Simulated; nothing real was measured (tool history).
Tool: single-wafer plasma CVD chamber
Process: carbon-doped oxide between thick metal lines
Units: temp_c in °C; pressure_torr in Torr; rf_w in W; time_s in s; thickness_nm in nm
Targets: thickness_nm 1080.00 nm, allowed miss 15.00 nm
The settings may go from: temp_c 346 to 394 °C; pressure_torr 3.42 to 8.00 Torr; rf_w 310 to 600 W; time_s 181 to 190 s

{"run": 1, "hour": 0.0, "temp_c": 370, "pressure_torr": 5.71, "rf_w": 455, "time_s": 190, "thickness_nm": 948.75}
{"run": 2, "hour": 7.5, "temp_c": 369, "pressure_torr": 5.92, "rf_w": 460, "time_s": 190, "thickness_nm": 959.64}
{"run": 3, "hour": 16.5, "temp_c": 369, "pressure_torr": 5.92, "rf_w": 460, "time_s": 181, "thickness_nm": 910.3}
{"run": 4, "hour": 19.4, "temp_c": 369, "pressure_torr": 5.92, "rf_w": 405, "time_s": 181, "thickness_nm": 802.51}
{"run": 5, "hour": 24.5, "temp_c": 379, "pressure_torr": 5.92, "rf_w": 405, "time_s": 181, "thickness_nm": 783.56}
{"run": 6, "hour": 25.1, "temp_c": 379, "pressure_torr": 5.43, "rf_w": 405, "time_s": 181, "thickness_nm": 773.98}
{"run": 7, "hour": 28.8, "temp_c": 376, "pressure_torr": 5.67, "rf_w": 415, "time_s": 181, "thickness_nm": 804.8}
{"run": 8, "hour": 35.8, "temp_c": 364, "pressure_torr": 6.81, "rf_w": 490, "time_s": 182, "thickness_nm": 1002.7}
{"run": 9, "hour": 40.4, "temp_c": 363, "pressure_torr": 6.87, "rf_w": 490, "time_s": 182, "thickness_nm": 999.58}
{"run": 10, "hour": 48.9, "temp_c": 362, "pressure_torr": 6.9, "rf_w": 490, "time_s": 182, "thickness_nm": 1008.6}

4 next moves are on the table. One of them brings every result within its allowed miss. Which?
{"run": "A", "hour": 57.4, "temp_c": 358, "pressure_torr": 7.31, "rf_w": 495, "time_s": 190, "thickness_nm": "?"}
{"run": "B", "hour": 57.4, "temp_c": 368, "pressure_torr": 6.85, "rf_w": 505, "time_s": 187, "thickness_nm": "?"}
{"run": "C", "hour": 57.4, "temp_c": 365, "pressure_torr": 8.0, "rf_w": 530, "time_s": 189, "thickness_nm": "?"}
{"run": "D", "hour": 57.4, "temp_c": 374, "pressure_torr": 8.0, "rf_w": 510, "time_s": 187, "thickness_nm": "?"}

move=A thickness_nm=1071.30
move=B thickness_nm=1041.00
move=C thickness_nm=1113.70
move=D thickness_nm=1044.80
A: meets every target
B: nearer than the last run, and not there yet
C: takes the result that was furthest off past its target
D: nearer than the last run, and not there yet
The right move is A.

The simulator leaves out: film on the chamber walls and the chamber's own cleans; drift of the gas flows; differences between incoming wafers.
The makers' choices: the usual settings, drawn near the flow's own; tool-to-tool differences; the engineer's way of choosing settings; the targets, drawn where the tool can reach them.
